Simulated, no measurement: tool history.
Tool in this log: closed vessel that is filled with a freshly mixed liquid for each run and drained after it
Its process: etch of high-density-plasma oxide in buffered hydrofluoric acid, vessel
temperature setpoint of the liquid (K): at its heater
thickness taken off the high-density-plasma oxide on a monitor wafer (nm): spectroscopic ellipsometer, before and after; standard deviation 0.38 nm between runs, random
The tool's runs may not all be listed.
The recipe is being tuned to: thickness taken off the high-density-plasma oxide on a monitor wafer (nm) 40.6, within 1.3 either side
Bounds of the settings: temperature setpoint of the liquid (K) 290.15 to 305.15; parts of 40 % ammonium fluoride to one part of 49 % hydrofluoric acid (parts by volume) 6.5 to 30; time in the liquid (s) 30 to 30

run	hour	temperature setpoint of the liquid (K)	parts of 40 % ammonium fluoride to one part of 49 % hydrofluoric acid (parts by volume)	time in the liquid (s)	thickness taken off the high-density-plasma oxide on a monitor wafer (nm)
1	0	297.15	19.5	30	26.485
2	8.8	297.15	15.5	30	32.817
3	11.6	298.15	15.5	30	34.539
4	15.8	298.15	10	30	52.873
5	21.5	298.15	8	30	63.559
6	23.8	301.15	8	30	73.744
7	26.4	298.15	8	30	63.589
8	35.3	295.65	8.5	30	52.7
# hour 42.8: hydrofluoric acid flow meter replaced
9	42.8	294.15	8.5	30	53.788
10	49.3	293.15	9	30	47.712

Exactly one of the 5 candidate moves below puts every result within its allowed miss. Which one?
A	55.8	292.15	11.5	30	?
B	55.8	292.65	11.5	30	?
C	55.8	294.15	10.5	30	?
D	55.8	290.15	9	30	?
E	55.8	291.65	9	30	?

move	thickness taken off the high-density-plasma oxide on a monitor wafer (nm)
A	36.983
B	38.039
C	45.206
D	40.434
E	44.032
A: the result that was furthest off in the last run now lies on the other side of its target
B: the result that was furthest off in the last run now lies on the other side of its target
C: closes in on the targets versus the last run, not all within tolerance yet
D: all results in spec
E: closes in on the targets versus the last run, not all within tolerance yet
D meets every target.
